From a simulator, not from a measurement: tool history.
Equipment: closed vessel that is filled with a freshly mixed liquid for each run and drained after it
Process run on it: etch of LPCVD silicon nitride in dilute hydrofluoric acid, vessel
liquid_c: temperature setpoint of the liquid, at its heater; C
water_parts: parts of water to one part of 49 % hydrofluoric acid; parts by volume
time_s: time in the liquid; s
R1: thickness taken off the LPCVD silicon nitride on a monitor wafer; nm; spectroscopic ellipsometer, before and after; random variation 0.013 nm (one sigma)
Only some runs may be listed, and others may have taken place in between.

Run 1, day 0: liquid_c 20 C, water_parts 235 parts by volume, time_s 785 s. Result: R1 1.1383 nm.
Run 2, day 0.404: liquid_c 21 C, water_parts 235 parts by volume, time_s 785 s. Result: R1 1.2286 nm.
Run 3, day 0.817: liquid_c 21 C, water_parts 200 parts by volume, time_s 785 s. Result: R1 1.4296 nm.
Run 4, day 1.171: liquid_c 21 C, water_parts 200 parts by volume, time_s 785 s. Result: R1 1.4213 nm.
At day 1.408: thermometer replaced.
Run 5, day 1.408: liquid_c 21 C, water_parts 200 parts by volume, time_s 785 s. Result: R1 1.5224 nm.
Run 6, day 1.65: liquid_c 21 C, water_parts 125 parts by volume, time_s 785 s. Result: R1 2.3882 nm.
Run 7, day 1.796: liquid_c 20.5 C, water_parts 130 parts by volume, time_s 785 s. Result: R1 2.2479 nm.
Run 8, day 2.033: liquid_c 20 C, water_parts 135 parts by volume, time_s 785 s. Result: R1 2.0739 nm.
Run 9, day 2.162: liquid_c 19.5 C, water_parts 135 parts by volume, time_s 785 s. Result: R1 2.0179 nm.
Run 10, day 2.346: liquid_c 19.5 C, water_parts 135 parts by volume, time_s 785 s. Result: R1 2.0209 nm.
Run 11, day 2.692: liquid_c 19 C, water_parts 140 parts by volume, time_s 785 s. Result: R1 1.8941 nm.

Run 12 has not been measured yet. What should we expect?
Run 12, day 2.771: liquid_c 19 C, water_parts 140 parts by volume, time_s 785 s. Result: R1 ?.

Run 12 came out at R1 1.9103 nm.

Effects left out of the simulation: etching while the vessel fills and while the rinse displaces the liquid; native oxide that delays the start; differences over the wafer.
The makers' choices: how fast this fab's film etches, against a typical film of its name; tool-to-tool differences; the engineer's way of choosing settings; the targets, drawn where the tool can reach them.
